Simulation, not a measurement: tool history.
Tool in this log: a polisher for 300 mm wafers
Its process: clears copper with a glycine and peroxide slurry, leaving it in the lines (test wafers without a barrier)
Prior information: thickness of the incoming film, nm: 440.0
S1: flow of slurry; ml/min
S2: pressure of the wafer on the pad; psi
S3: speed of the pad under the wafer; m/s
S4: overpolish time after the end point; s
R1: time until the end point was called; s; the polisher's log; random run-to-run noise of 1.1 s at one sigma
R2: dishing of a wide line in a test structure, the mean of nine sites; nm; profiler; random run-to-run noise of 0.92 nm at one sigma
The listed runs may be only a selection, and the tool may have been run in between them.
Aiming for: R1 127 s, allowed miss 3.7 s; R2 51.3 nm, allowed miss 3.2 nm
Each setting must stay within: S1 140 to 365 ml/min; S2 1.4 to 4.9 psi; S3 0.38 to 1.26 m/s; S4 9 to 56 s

run 1 day=0 | S1=235 S2=3.1 S3=0.82 S4=29 | R1=81.186 R2=88.179
run 2 day=0.088 | S1=195 S2=3.1 S3=0.82 S4=29 | R1=84.518 R2=88.31
run 3 day=0.142 | S1=220 S2=3.1 S3=0.82 S4=29 | R1=82.11 R2=89.119
run 4 day=0.246 | S1=220 S2=3.1 S3=1 S4=29 | R1=74.8 R2=95.156
run 5 day=0.575 | S1=220 S2=3.1 S3=1.16 S4=29 | R1=67.827 R2=99.232
run 6 day=0.658 | S1=215 S2=2.8 S3=1.1 S4=27 | R1=77.111 R2=87.362
run 7 day=0.875 | S1=210 S2=2.5 S3=1.08 S4=25 | R1=85.299 R2=77.8
run 8 day=1.129 | S1=205 S2=2.3 S3=1.06 S4=24 | R1=91.555 R2=72.428
run 9 day=1.183 | S1=200 S2=2.1 S3=1.04 S4=23 | R1=100.63 R2=63.681
run 10 day=1.554 | S1=195 S2=2 S3=1.04 S4=23 | R1=105.77 R2=62.402

Pick the move, out of 4, that brings all results within their allowed miss; only one does.
run A day=1.925 | S1=210 S2=1.7 S3=0.86 S4=22 | R1=? R2=?
run B day=1.925 | S1=150 S2=2.7 S3=0.94 S4=22 | R1=? R2=?
run C day=1.925 | S1=190 S2=1.7 S3=0.9 S4=28 | R1=? R2=?
run D day=1.925 | S1=175 S2=1.8 S3=0.98 S4=26 | R1=? R2=?

move=A R1=126.55 R2=51.787
move=B R1=90.114 R2=68.924
move=C R1=125.78 R2=62.389
move=D R1=117.51 R2=62.19
A: in spec on every target
B: further off than the last run
C: the furthest-off result lands on target, but another misses its tolerance
D: moves toward the targets from the last run without getting all of them in spec
The right move is A.

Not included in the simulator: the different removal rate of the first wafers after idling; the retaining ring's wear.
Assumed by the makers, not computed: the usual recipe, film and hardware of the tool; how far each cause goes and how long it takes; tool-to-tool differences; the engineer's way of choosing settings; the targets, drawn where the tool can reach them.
